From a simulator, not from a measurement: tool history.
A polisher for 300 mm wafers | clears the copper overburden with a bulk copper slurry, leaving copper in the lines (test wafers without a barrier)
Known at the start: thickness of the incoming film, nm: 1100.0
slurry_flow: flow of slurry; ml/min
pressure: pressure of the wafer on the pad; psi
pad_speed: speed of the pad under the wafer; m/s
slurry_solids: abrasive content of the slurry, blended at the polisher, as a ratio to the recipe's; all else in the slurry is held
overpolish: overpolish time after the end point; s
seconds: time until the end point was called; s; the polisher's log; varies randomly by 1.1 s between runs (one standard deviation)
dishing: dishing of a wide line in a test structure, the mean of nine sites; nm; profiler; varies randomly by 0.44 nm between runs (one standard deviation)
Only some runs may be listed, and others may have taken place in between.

| run | hour | slurry_flow | pressure | pad_speed | slurry_solids | overpolish | seconds | dishing |
|---|---|---|---|---|---|---|---|---|
| 1 | 0 | 195 | 2.6 | 1.06 | 1 | 13 | 118.12 | 53.909 |
| 2 | 1.1 | 195 | 3 | 1.06 | 1 | 13 | 107.05 | 58.198 |
| 3 | 9.5 | 195 | 3 | 1.06 | 1 | 7 | 106.89 | 38.901 |
| 4 | 17.8 | 195 | 3 | 1.06 | 1 | 4 | 107.34 | 25.205 |
| 5 | 26.8 | 195 | 3 | 1.06 | 1.2 | 4 | 105.44 | 26.27 |
| 6 | 31 | 195 | 2.5 | 1.06 | 1.2 | 4 | 115.84 | 22.247 |
| 7 | 35 | 195 | 2.7 | 1.08 | 1.25 | 4 | 107.82 | 25.445 |
| 8 | 38.9 | 200 | 2.7 | 1.12 | 1.3 | 4 | 107.79 | 25.608 |
| 9 | 41.5 | 185 | 2.8 | 1.18 | 1.35 | 4 | 98.308 | 27.437 |
| 10 | 42.9 | 195 | 2.8 | 1.22 | 1.35 | 4 | 95.529 | 28.765 |
| 11 | 48.2 | 185 | 2.9 | 1.26 | 1.35 | 4 | 86.34 | 29.282 |
| 12 | 53.7 | 185 | 3 | 1.26 | 1.35 | 4 | 85.934 | 29.648 |
| 13 | 60.5 | 185 | 3.1 | 1.26 | 1.35 | 4 | 82.457 | 30.682 |
| 14 | 62.3 | 185 | 3.2 | 1.26 | 1.35 | 4 | 82.001 | 31.612 |
| 15 | 64.2 | 185 | 3.2 | 1.26 | 1.35 | 4 | 82.495 | 30.65 |
| 16 | 70.6 | 185 | 3.3 | 1.26 | 1.35 | 4 | 79.797 | 31.841 |

Run 17 comes next. What will it give?
| 17 | 79.5 | 185 | 3.4 | 1.26 | 1.35 | 4 | ? | ? |

{"run 17": {"seconds": 78.742, "dishing": 32.395}}

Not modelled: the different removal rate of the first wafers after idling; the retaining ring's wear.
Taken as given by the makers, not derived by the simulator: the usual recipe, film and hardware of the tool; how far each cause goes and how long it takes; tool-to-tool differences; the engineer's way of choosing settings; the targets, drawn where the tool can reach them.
